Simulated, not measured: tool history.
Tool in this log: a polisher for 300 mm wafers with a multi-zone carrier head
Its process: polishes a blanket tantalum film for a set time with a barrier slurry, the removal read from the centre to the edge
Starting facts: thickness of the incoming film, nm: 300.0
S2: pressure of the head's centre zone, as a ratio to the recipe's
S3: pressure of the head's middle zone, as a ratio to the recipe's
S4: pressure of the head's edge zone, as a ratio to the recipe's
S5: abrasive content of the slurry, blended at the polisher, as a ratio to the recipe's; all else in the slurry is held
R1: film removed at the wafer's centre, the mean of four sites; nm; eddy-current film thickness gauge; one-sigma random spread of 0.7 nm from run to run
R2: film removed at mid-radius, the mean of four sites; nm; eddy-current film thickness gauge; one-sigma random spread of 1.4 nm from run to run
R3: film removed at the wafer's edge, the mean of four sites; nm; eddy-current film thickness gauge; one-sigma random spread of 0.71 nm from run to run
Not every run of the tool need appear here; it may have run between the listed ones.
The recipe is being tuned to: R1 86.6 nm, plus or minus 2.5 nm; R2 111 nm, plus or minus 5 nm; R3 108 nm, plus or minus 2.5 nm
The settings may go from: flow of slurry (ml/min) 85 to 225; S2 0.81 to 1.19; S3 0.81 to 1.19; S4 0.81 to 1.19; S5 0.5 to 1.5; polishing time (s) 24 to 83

{"run": 1, "hour": 0.0, "flow of slurry (ml/min)": 145, "S2": 1, "S3": 1, "S4": 1, "S5": 1, "polishing time (s)": 53, "R1": 98.333, "R2": 99.185, "R3": 102.65}
{"run": 2, "hour": 8.8, "flow of slurry (ml/min)": 130, "S2": 1, "S3": 1, "S4": 1, "S5": 1, "polishing time (s)": 53, "R1": 98.157, "R2": 100.34, "R3": 101.81}
{"run": 3, "hour": 9.5, "flow of slurry (ml/min)": 160, "S2": 1, "S3": 1, "S4": 1, "S5": 1, "polishing time (s)": 53, "R1": 101.37, "R2": 100.9, "R3": 104.01}
{"run": 4, "hour": 16.7, "flow of slurry (ml/min)": 160, "S2": 1, "S3": 1.05, "S4": 1, "S5": 1, "polishing time (s)": 53, "R1": 101.53, "R2": 104.79, "R3": 103.85}
{"run": 5, "hour": 21.6, "flow of slurry (ml/min)": 160, "S2": 1, "S3": 1.05, "S4": 1, "S5": 1, "polishing time (s)": 45, "R1": 84.848, "R2": 88.221, "R3": 87.912}
{"run": 6, "hour": 25.3, "flow of slurry (ml/min)": 160, "S2": 1, "S3": 1.05, "S4": 0.96, "S5": 1, "polishing time (s)": 45, "R1": 84.881, "R2": 87.903, "R3": 86.683}
{"run": 7, "hour": 34.4, "flow of slurry (ml/min)": 160, "S2": 1, "S3": 1.05, "S4": 0.96, "S5": 1, "polishing time (s)": 45, "R1": 86.217, "R2": 88.125, "R3": 85.555}
{"run": 8, "hour": 35.6, "flow of slurry (ml/min)": 165, "S2": 0.98, "S3": 1.08, "S4": 1, "S5": 1.05, "polishing time (s)": 45, "R1": 85.2, "R2": 92.265, "R3": 90.775}
{"run": 9, "hour": 36.3, "flow of slurry (ml/min)": 205, "S2": 0.92, "S3": 1.18, "S4": 1.1, "S5": 1.15, "polishing time (s)": 45, "R1": 85.392, "R2": 104.87, "R3": 99.326}

4 candidate next runs follow, results not yet known. Just one meets every target within its allowed miss. Identify it.
{"run": "A", "hour": 37.0, "flow of slurry (ml/min)": 200, "S2": 0.95, "S3": 1.19, "S4": 1.02, "S5": 1, "polishing time (s)": 46, "R1": "?", "R2": "?", "R3": "?"}
{"run": "B", "hour": 37.0, "flow of slurry (ml/min)": 205, "S2": 0.83, "S3": 1.11, "S4": 1.16, "S5": 1.25, "polishing time (s)": 49, "R1": "?", "R2": "?", "R3": "?"}
{"run": "C", "hour": 37.0, "flow of slurry (ml/min)": 185, "S2": 0.86, "S3": 1.17, "S4": 1.19, "S5": 1.1, "polishing time (s)": 50, "R1": "?", "R2": "?", "R3": "?"}
{"run": "D", "hour": 37.0, "flow of slurry (ml/min)": 195, "S2": 0.89, "S3": 1.19, "S4": 1.18, "S5": 1.5, "polishing time (s)": 44, "R1": "?", "R2": "?", "R3": "?"}

move=A R1=85.207 R2=99.926 R3=92.238
move=B R1=86.005 R2=110.22 R3=113.85
move=C R1=86.111 R2=110.5 R3=111.84
move=D R1=86.543 R2=108.44 R3=107.82
A: lands further from the targets than the last run did
B: takes the result that was furthest off past its target
C: takes the result that was furthest off past its target
D: each result inside its tolerance
The right move is D.
